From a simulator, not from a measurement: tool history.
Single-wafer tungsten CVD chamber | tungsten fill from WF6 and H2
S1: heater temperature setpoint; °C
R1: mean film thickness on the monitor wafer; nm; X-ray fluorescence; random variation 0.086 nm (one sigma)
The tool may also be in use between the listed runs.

{"run": 1, "hour": 0.0, "S1": 385, "chamber pressure (Pa)": 4213, "deposition time (s)": 13.3, "R1": 29.251}
{"run": 2, "hour": 6.7, "S1": 380, "chamber pressure (Pa)": 4200, "deposition time (s)": 13.3, "R1": 26.054}
{"run": 3, "hour": 8.5, "S1": 377, "chamber pressure (Pa)": 4200, "deposition time (s)": 13.3, "R1": 24.58}
{"run": 4, "hour": 11.1, "S1": 375, "chamber pressure (Pa)": 4200, "deposition time (s)": 13.3, "R1": 23.925}
{"run": 5, "hour": 16.6, "S1": 375, "chamber pressure (Pa)": 4773, "deposition time (s)": 13.3, "R1": 25.501}
{"run": 6, "hour": 25.3, "S1": 375, "chamber pressure (Pa)": 4773, "deposition time (s)": 13.3, "R1": 25.827}
{"run": 7, "hour": 27.3, "S1": 372, "chamber pressure (Pa)": 4773, "deposition time (s)": 13.3, "R1": 24.214}

Forecast run 8:
{"run": 8, "hour": 31.1, "S1": 370, "chamber pressure (Pa)": 4773, "deposition time (s)": 13.3, "R1": "?"}

Run 8 gave R1 23.192 nm.

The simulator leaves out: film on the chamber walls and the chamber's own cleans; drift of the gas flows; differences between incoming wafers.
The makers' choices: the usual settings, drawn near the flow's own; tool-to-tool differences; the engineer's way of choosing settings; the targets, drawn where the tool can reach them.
